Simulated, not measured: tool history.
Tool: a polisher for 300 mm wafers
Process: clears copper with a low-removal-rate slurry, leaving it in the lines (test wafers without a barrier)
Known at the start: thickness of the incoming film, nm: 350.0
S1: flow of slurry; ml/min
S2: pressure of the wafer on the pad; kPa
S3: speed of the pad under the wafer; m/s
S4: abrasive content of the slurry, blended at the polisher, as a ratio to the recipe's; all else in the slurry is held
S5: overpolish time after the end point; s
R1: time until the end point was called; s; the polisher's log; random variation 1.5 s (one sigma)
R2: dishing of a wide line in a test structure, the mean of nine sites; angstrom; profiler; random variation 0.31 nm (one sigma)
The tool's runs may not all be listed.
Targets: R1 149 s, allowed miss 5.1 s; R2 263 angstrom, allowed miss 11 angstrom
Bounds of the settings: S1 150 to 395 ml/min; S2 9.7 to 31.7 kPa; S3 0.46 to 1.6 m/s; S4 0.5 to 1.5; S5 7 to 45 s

| run | hour | S1 | S2 | S3 | S4 | S5 | R1 | R2 |
|---|---|---|---|---|---|---|---|---|
| 1 | 0 | 250 | 20.7 | 1.02 | 1 | 23 | 121.8 | 471.99 |
| 2 | 3.3 | 250 | 20.7 | 1.02 | 1.2 | 23 | 118.76 | 483.12 |
| 3 | 12.3 | 280 | 20.7 | 1.02 | 1.2 | 23 | 117.46 | 483.82 |
| 4 | 14.7 | 280 | 19.3 | 1.02 | 1.2 | 20 | 124.09 | 412.19 |
| 5 | 16.8 | 255 | 19.3 | 1.02 | 1.2 | 20 | 123.42 | 411.87 |
| 6 | 19.3 | 255 | 19.3 | 1.02 | 1.4 | 20 | 119.59 | 427.21 |
| 7 | 22.2 | 255 | 19.3 | 1.02 | 1.4 | 20 | 118.94 | 421.86 |
| 8 | 25.8 | 255 | 17.9 | 1.02 | 1.4 | 18 | 123.84 | 369.66 |
| 9 | 26.4 | 255 | 16.5 | 1.02 | 1.4 | 17 | 133.12 | 332.85 |
| 10 | 35.3 | 255 | 15.9 | 1.02 | 1.4 | 16 | 136.51 | 311.56 |
| 11 | 37.5 | 255 | 15.2 | 1.02 | 1.4 | 16 | 139.2 | 304.89 |
| 12 | 40.8 | 255 | 15.2 | 1.02 | 1.4 | 16 | 141.79 | 303.23 |
| 13 | 49.1 | 255 | 15.2 | 1.02 | 1.4 | 15 | 141.11 | 292.5 |
| 14 | 54.3 | 250 | 13.8 | 1.02 | 1.4 | 13 | 150.43 | 247.95 |

Which of these 5 next moves meets every target?
| A | 59.5 | 305 | 11 | 1.14 | 1.3 | 12 | ? | ? |
| B | 59.5 | 305 | 11.7 | 1.04 | 1.35 | 17 | ? | ? |
| C | 59.5 | 235 | 15.2 | 0.86 | 1.5 | 16 | ? | ? |
| D | 59.5 | 210 | 13.8 | 1.06 | 1.35 | 14 | ? | ? |
| E | 59.5 | 245 | 13.8 | 0.94 | 1.35 | 18 | ? | ? |

| move | R1 | R2 |
|---|---|---|
| A | 150.49 | 220.57 |
| B | 157.64 | 287.67 |
| C | 162.91 | 267.97 |
| D | 146.81 | 260.23 |
| E | 161.55 | 297.8 |
A: further off than the last run
B: takes the result that was furthest off past its target
C: brings the result that was furthest off to its target, and leaves another outside
D: meets every target
E: takes the result that was furthest off past its target
Move D is the one to make.
